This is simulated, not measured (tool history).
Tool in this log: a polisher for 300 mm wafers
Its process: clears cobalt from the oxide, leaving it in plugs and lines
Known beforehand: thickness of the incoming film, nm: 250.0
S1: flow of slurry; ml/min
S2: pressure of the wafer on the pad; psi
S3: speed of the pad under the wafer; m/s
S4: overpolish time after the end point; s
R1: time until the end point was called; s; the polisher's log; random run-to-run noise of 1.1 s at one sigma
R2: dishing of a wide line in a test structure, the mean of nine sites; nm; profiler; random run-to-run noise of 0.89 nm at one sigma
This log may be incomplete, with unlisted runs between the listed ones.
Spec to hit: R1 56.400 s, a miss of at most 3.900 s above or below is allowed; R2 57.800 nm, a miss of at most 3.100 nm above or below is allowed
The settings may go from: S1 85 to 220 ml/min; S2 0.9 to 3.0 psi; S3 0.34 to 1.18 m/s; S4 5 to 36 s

| run | hour | S1 | S2 | S3 | S4 | R1 | R2 |
|---|---|---|---|---|---|---|---|
| 1 | 0.0 | 140 | 1.9 | 0.76 | 18 | 69.084 | 41.541 |
| 2 | 6.4 | 165 | 1.9 | 0.76 | 18 | 68.604 | 42.480 |
| 3 | 11.3 | 165 | 1.9 | 0.76 | 19 | 64.451 | 43.689 |
| 4 | 12.8 | 165 | 1.9 | 0.76 | 20 | 67.614 | 43.483 |
| 5 | 18.5 | 165 | 1.9 | 0.76 | 14 | 69.160 | 37.549 |
|  | 21.0 | worn pad replaced by a new one |
| 6 | 21.0 | 165 | 1.9 | 0.76 | 16 | 62.729 | 42.495 |
| 7 | 25.6 | 170 | 1.9 | 0.76 | 17 | 60.012 | 42.028 |
| 8 | 28.4 | 170 | 1.9 | 0.76 | 17 | 62.751 | 43.026 |
| 9 | 34.9 | 170 | 1.9 | 0.76 | 18 | 60.825 | 44.360 |
| 10 | 37.2 | 170 | 1.9 | 0.76 | 19 | 61.579 | 46.220 |
| 11 | 44.6 | 170 | 1.9 | 0.76 | 20 | 62.069 | 46.063 |

Which of these 4 next moves meets every target?
| A | 52.0 | 175 | 1.9 | 0.80 | 30 | ? | ? |
| B | 52.0 | 185 | 2.4 | 0.60 | 23 | ? | ? |
| C | 52.0 | 215 | 1.4 | 1.12 | 24 | ? | ? |
| D | 52.0 | 145 | 2.2 | 0.70 | 20 | ? | ? |

| move | R1 | R2 |
|---|---|---|
| A | 55.752 | 55.292 |
| B | 56.227 | 50.258 |
| C | 53.963 | 51.904 |
| D | 56.066 | 47.342 |
A: all results in spec
B: an improvement on the last run, though not all results are within tolerance
C: an improvement on the last run, though not all results are within tolerance
D: an improvement on the last run, though not all results are within tolerance
Go with A: it meets all targets.

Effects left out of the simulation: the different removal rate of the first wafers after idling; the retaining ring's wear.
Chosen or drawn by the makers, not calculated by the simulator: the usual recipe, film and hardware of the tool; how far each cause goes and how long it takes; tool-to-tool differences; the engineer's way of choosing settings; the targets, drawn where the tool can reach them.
